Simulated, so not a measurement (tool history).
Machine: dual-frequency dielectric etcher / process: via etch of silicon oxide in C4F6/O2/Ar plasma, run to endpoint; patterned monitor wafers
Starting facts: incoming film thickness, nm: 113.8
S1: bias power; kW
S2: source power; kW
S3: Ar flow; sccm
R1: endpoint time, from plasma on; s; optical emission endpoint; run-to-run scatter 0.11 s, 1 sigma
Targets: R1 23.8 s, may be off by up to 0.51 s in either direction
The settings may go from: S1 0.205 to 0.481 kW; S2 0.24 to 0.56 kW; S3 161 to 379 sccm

run  hour     S1    S2   S3      R1
  1     0  0.343   0.4  270  26.269
  2   7.4  0.358   0.4  269  25.867
  3    15  0.358  0.36  269  26.293
  4  23.5  0.358   0.4  269   25.54
  5  30.6  0.358   0.4  229  25.383
  6  38.1  0.327   0.4  229  26.552
  7    44  0.341   0.4  228  26.144
  8  50.2  0.353   0.4  228  25.628

5 next moves are on the table. One of them brings every result within its allowed miss. Which?
  A  56.4  0.362  0.44  250   ?
  B  56.4  0.315  0.37  211   ?
  C  56.4  0.408  0.38  205   ?
  D  56.4  0.395  0.48  208   ?
  E  56.4  0.306  0.41  212   ?

move      R1
   A  24.787
   B  27.605
   C   24.04
   D  22.828
   E  27.196
A: closer than the last run, but not yet in spec
B: its largest miss is bigger than the last run's
C: every result lands within tolerance
D: takes the result that was furthest off past its target
E: its largest miss is bigger than the last run's
Answer: C
